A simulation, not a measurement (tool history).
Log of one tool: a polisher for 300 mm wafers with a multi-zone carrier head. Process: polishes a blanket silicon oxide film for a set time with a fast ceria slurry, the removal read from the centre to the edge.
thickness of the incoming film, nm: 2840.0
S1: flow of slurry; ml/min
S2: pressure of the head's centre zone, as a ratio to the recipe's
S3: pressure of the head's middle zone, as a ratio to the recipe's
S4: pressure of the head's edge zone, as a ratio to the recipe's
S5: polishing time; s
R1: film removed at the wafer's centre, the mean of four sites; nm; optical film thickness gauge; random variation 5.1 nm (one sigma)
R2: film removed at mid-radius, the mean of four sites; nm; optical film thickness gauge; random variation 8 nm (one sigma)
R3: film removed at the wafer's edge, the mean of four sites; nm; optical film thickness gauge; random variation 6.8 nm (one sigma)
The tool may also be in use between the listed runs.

run  hour   S1    S2    S3    S4  S5      R1      R2      R3
  1   0.0  180  1.00  1.00  1.00  43  591.08  613.74  618.64
  2   9.0  180  1.00  1.00  1.07  43  602.92  615.58  638.30
  3  10.7  185  0.99  1.01  1.09  45  616.14  653.89  676.71
  4  14.3  185  0.99  1.01  1.16  45  620.94  644.48  694.38
  5  21.3  185  1.03  1.01  1.16  45  642.70  660.29  701.65
  6  27.6  190  1.03  1.02  1.16  46  660.69  679.48  724.36
  7  34.3  200  1.03  1.03  1.16  47  682.53  698.56  734.71

The next listed run, before its measurement:
  8  38.9  195  1.03  1.04  1.16  48   ?   ?   ?

Run 8 gave R1 683.38 nm, R2 709.03 nm, R3 746.26 nm.
